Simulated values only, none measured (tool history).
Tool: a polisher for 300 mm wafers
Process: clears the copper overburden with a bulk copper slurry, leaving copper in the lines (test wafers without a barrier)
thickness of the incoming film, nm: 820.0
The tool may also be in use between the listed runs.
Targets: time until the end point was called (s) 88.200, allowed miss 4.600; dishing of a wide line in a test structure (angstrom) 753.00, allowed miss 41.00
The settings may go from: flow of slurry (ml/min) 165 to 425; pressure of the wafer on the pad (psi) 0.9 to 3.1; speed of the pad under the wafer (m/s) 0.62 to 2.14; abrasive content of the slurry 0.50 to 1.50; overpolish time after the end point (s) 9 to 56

run    day  flow of slurry (ml/min)  pressure of the wafer on the pad (psi)  speed of the pad under the wafer (m/s)  abrasive content of the slurry  overpolish time after the end point (s)  time until the end point was called (s)  dishing of a wide line in a test structure (angstrom)
  1  0.000                      275                                     2.0                                    1.38                            1.00                                       29                                   83.469                                                1010.50
  2  0.221                      275                                     2.3                                    1.38                            1.00                                       29                                   74.999                                                1155.90
  3  0.429                      275                                     2.3                                    1.38                            1.00                                       34                                   74.596                                                1141.60
  4  0.512                      275                                     2.0                                    1.38                            1.00                                       34                                   85.813                                                1091.10
  5  0.671                      330                                     2.0                                    1.38                            1.00                                       34                                   81.406                                                1092.50
  6  0.875                      325                                     1.9                                    1.44                            1.00                                       29                                   83.684                                                1034.00
  7  0.904                      305                                     1.8                                    1.52                            1.05                                       25                                   84.629                                                 960.05
  8  1.171                      300                                     1.7                                    1.56                            1.05                                       22                                   85.137                                                 882.33
  9  1.367                      300                                     1.7                                    1.56                            1.05                                       22                                   85.938                                                 886.19
 10  1.412                      295                                     1.7                                    1.58                            1.05                                       20                                   86.561                                                 884.13
 11  1.583                      290                                     1.7                                    1.60                            1.05                                       18                                   87.120                                                 817.07
 12  1.708                      280                                     1.6                                    1.64                            1.05                                       13                                   89.884                                                 673.59
 13  1.846                      285                                     1.6                                    1.64                            1.05                                       13                                   87.391                                                 694.08
 14  2.017                      290                                     1.6                                    1.64                            1.05                                       13                                   88.381                                                 676.81

Which of these 5 next moves meets every target?
  A  2.188                      255                                     1.2                                    2.00                            1.00                                       13                                        ?                                                      ?
  B  2.188                      305                                     1.4                                    1.74                            1.10                                       26                                        ?                                                      ?
  C  2.188                      350                                     1.6                                    1.62                            1.10                                       16                                        ?                                                      ?
  D  2.188                      265                                     1.5                                    1.70                            1.00                                       14                                        ?                                                      ?
  E  2.188                      295                                     1.6                                    1.48                            1.40                                       13                                        ?                                                      ?

move  time until the end point was called (s)  dishing of a wide line in a test structure (angstrom)
   A                                   96.844                                                 588.51
   B                                   92.175                                                 859.04
   C                                   85.885                                                 744.08
   D                                   91.309                                                 661.17
   E                                   90.528                                                 642.96
A: further off than the last run
B: takes the result that was furthest off past its target
C: meets every target
D: further off than the last run
E: further off than the last run
Answer: C

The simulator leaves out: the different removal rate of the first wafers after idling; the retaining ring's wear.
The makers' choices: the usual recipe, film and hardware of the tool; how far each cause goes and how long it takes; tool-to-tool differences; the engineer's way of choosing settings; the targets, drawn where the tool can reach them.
